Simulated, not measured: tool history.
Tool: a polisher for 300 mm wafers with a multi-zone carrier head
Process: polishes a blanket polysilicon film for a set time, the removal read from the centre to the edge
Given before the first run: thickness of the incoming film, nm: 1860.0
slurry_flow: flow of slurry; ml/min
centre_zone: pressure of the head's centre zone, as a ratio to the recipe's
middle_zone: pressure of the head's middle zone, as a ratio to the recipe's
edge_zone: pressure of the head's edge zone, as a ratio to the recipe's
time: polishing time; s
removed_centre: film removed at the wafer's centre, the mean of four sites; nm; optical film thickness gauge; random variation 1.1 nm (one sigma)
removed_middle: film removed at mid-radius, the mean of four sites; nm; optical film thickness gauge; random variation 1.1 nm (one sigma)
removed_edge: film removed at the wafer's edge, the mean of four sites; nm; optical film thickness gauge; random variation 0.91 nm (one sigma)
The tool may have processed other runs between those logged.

run  hour  slurry_flow  centre_zone  middle_zone  edge_zone  time  removed_centre  removed_middle  removed_edge
  1   0.0          315         1.00         1.00       1.00    45          274.97          273.27        258.75
  2   4.0          265         1.00         1.00       1.00    45          271.84          270.05        259.20
  3   6.0          290         1.00         1.00       0.96    39          237.01          236.16        217.23
  4  10.2          290         1.00         1.00       0.96    31          186.96          188.81        176.22
  5  15.0          290         1.05         1.00       0.96    31          196.76          188.95        176.00
  6  20.6          290         1.05         1.00       0.92    31          196.44          189.17        173.26
  7  27.5          305         1.05         1.01       0.90    30          192.50          182.55        166.71
  8  29.0          300         1.04         1.03       0.88    29          182.69          179.13        159.62

Forecast run 9:
     29.5  -- edge zone pressure recalibrated
  9  29.5          295         1.04         1.04       0.86    29               ?               ?             ?

{"run 9": {"removed_centre": 183.34, "removed_middle": 179.95, "removed_edge": 163.16}}

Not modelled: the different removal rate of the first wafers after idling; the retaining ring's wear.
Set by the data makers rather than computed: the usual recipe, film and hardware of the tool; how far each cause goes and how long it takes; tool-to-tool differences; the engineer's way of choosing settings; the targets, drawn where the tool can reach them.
